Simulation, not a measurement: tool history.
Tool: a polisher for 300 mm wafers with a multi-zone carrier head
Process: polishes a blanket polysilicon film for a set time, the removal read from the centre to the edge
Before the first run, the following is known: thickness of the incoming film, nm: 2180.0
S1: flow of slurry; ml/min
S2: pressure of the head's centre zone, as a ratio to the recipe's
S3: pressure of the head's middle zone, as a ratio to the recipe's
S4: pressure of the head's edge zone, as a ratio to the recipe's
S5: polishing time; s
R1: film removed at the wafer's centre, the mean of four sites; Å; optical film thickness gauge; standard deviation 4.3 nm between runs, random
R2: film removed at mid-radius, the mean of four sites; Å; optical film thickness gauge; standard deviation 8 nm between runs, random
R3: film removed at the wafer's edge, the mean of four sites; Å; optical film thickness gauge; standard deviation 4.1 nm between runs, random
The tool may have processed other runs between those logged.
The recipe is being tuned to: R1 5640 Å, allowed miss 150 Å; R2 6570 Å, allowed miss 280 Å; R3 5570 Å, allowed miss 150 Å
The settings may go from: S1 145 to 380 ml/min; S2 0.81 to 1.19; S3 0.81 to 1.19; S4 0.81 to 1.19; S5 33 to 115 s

run 1 hour=0 | S1=245 S2=1 S3=1 S4=1 S5=73 | R1=4585.3 R2=4448.3 R3=4512.5
run 2 hour=8.8 | S1=255 S2=1 S3=1.03 S4=1 S5=75 | R1=4641.3 R2=4739.1 R3=4588.3
run 3 hour=10.3 | S1=255 S2=1 S3=0.96 S4=1 S5=75 | R1=4709.6 R2=4365 R3=4663.3
run 4 hour=13.1 | S1=215 S2=1 S3=0.96 S4=1 S5=75 | R1=4551.8 R2=4342.8 R3=4521.8
run 5 hour=18.5 | S1=220 S2=1 S3=0.99 S4=1.01 S5=77 | R1=4729.4 R2=4544.1 R3=4723.9
run 6 hour=22.8 | S1=235 S2=1 S3=1.02 S4=1.01 S5=78 | R1=4808.1 R2=4793.9 R3=4826.9
run 7 hour=25.2 | S1=245 S2=1 S3=1.04 S4=1.01 S5=79 | R1=4855.9 R2=4964.6 R3=4896.3
run 8 hour=30.7 | S1=255 S2=1 S3=1.06 S4=1.01 S5=80 | R1=4959.6 R2=5306.7 R3=4965.9
run 9 hour=39.4 | S1=325 S2=1.06 S3=1.16 S4=1.11 S5=83 | R1=5660 R2=5859.7 R3=5461.7
run 10 hour=43.9 | S1=325 S2=1.05 S3=1.16 S4=1.1 S5=84 | R1=5654 R2=6004.3 R3=5611.3
run 11 hour=46.3 | S1=325 S2=1.05 S3=1.16 S4=1.09 S5=84 | R1=5685.7 R2=5931.4 R3=5520.5
run 12 hour=48.7 | S1=320 S2=1.04 S3=1.16 S4=1.07 S5=85 | R1=5642 R2=6090.6 R3=5463.3

Of the 5 settings listed for the next run, only one would bring every result within its allowed miss of target. Which one?
run A hour=51.1 | S1=315 S2=1.07 S3=1.06 S4=1.13 S5=85 | R1=? R2=? R3=?
run B hour=51.1 | S1=265 S2=1.14 S3=1.06 S4=1.1 S5=80 | R1=? R2=? R3=?
run C hour=51.1 | S1=315 S2=1.02 S3=1.19 S4=0.97 S5=86 | R1=? R2=? R3=?
run D hour=51.1 | S1=300 S2=1.07 S3=1.11 S4=1.03 S5=83 | R1=? R2=? R3=?
run E hour=51.1 | S1=280 S2=1.01 S3=1.19 S4=1.03 S5=89 | R1=? R2=? R3=?

move=A R1=5792.8 R2=5665 R3=5732.7
move=B R1=5691.9 R2=5230.4 R3=5245.7
move=C R1=5590.2 R2=6333.5 R3=5369.4
move=D R1=5627.8 R2=5726.3 R3=5319.9
move=E R1=5650.2 R2=6473.2 R3=5665.7
A: lands further from the targets than the last run did
B: lands further from the targets than the last run did
C: corrects the largest miss of the last run, while another result sits out of spec
D: lands further from the targets than the last run did
E: every result lands within tolerance
Move E is the one to make.
